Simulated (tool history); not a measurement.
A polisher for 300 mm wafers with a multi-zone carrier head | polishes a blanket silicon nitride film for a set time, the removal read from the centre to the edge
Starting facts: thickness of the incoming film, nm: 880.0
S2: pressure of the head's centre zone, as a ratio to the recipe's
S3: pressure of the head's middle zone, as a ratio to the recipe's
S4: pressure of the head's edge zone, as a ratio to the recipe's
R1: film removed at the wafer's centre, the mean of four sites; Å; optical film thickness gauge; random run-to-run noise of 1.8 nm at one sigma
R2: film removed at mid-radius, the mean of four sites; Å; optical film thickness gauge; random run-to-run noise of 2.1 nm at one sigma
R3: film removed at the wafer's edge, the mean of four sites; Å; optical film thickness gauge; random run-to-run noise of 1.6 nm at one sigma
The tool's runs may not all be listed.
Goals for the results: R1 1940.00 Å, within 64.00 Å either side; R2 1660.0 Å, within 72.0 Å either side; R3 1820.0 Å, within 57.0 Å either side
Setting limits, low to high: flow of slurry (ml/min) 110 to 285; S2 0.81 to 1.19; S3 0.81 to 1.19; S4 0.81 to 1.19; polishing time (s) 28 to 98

{"run": 1, "day": 0.0, "flow of slurry (ml/min)": 180, "S2": 1.0, "S3": 1.0, "S4": 1.0, "polishing time (s)": 63, "R1": 1211.7, "R2": 1227.7, "R3": 1230.8}
{"run": 2, "day": 0.121, "flow of slurry (ml/min)": 180, "S2": 1.0, "S3": 1.0, "S4": 1.0, "polishing time (s)": 52, "R1": 1007.8, "R2": 1029.8, "R3": 1012.3}
{"run": 3, "day": 0.317, "flow of slurry (ml/min)": 180, "S2": 1.0, "S3": 1.0, "S4": 1.07, "polishing time (s)": 52, "R1": 985.38, "R2": 1021.7, "R3": 1040.4}
{"run": 4, "day": 0.404, "flow of slurry (ml/min)": 195, "S2": 1.05, "S3": 0.99, "S4": 1.09, "polishing time (s)": 62, "R1": 1296.0, "R2": 1210.7, "R3": 1257.6}
{"run": 5, "day": 0.596, "flow of slurry (ml/min)": 195, "S2": 1.05, "S3": 0.99, "S4": 1.13, "polishing time (s)": 62, "R1": 1277.6, "R2": 1222.8, "R3": 1313.6}
{"run": 6, "day": 0.821, "flow of slurry (ml/min)": 195, "S2": 1.05, "S3": 1.05, "S4": 1.13, "polishing time (s)": 62, "R1": 1260.7, "R2": 1288.2, "R3": 1291.9}
{"run": 7, "day": 0.988, "flow of slurry (ml/min)": 205, "S2": 1.08, "S3": 1.03, "S4": 1.15, "polishing time (s)": 68, "R1": 1425.3, "R2": 1371.3, "R3": 1444.1}
{"run": 8, "day": 1.221, "flow of slurry (ml/min)": 215, "S2": 1.11, "S3": 1.03, "S4": 1.16, "polishing time (s)": 72, "R1": 1588.8, "R2": 1485.9, "R3": 1524.5}
{"run": 9, "day": 1.288, "flow of slurry (ml/min)": 220, "S2": 1.12, "S3": 1.01, "S4": 1.17, "polishing time (s)": 75, "R1": 1697.8, "R2": 1517.3, "R3": 1586.7}
{"run": 10, "day": 1.388, "flow of slurry (ml/min)": 215, "S2": 1.12, "S3": 1.0, "S4": 1.18, "polishing time (s)": 78, "R1": 1735.7, "R2": 1564.6, "R3": 1679.4}
{"run": 11, "day": 1.708, "flow of slurry (ml/min)": 225, "S2": 1.12, "S3": 0.99, "S4": 1.18, "polishing time (s)": 80, "R1": 1809.8, "R2": 1590.4, "R3": 1761.0}
{"run": 12, "day": 1.992, "flow of slurry (ml/min)": 235, "S2": 1.13, "S3": 0.99, "S4": 1.18, "polishing time (s)": 80, "R1": 1845.3, "R2": 1609.8, "R3": 1704.0}
{"run": 13, "day": 2.225, "flow of slurry (ml/min)": 230, "S2": 1.14, "S3": 0.99, "S4": 1.18, "polishing time (s)": 81, "R1": 1868.2, "R2": 1614.6, "R3": 1765.1}

Of the 4 settings listed for the next run, only one would bring every result within its allowed miss of target. Which one?
{"run": "A", "day": 2.458, "flow of slurry (ml/min)": 260, "S2": 1.13, "S3": 0.96, "S4": 1.16, "polishing time (s)": 84, "R1": "?", "R2": "?", "R3": "?"}
{"run": "B", "day": 2.458, "flow of slurry (ml/min)": 210, "S2": 1.06, "S3": 0.88, "S4": 1.16, "polishing time (s)": 85, "R1": "?", "R2": "?", "R3": "?"}
{"run": "C", "day": 2.458, "flow of slurry (ml/min)": 250, "S2": 1.19, "S3": 1.03, "S4": 1.12, "polishing time (s)": 79, "R1": "?", "R2": "?", "R3": "?"}
{"run": "D", "day": 2.458, "flow of slurry (ml/min)": 220, "S2": 1.15, "S3": 1.12, "S4": 1.16, "polishing time (s)": 81, "R1": "?", "R2": "?", "R3": "?"}

move=A R1=1928.00 R2=1699.7 R3=1829.0
move=B R1=1772.30 R2=1556.3 R3=1814.3
move=C R1=1901.30 R2=1688.0 R3=1681.9
move=D R1=1850.10 R2=1828.7 R3=1732.0
A: all results land within tolerance of their targets
B: misses by more than the last run did
C: meets the target for the result that was furthest off, but another lies outside its allowed miss
D: misses by more than the last run did
Answer: A
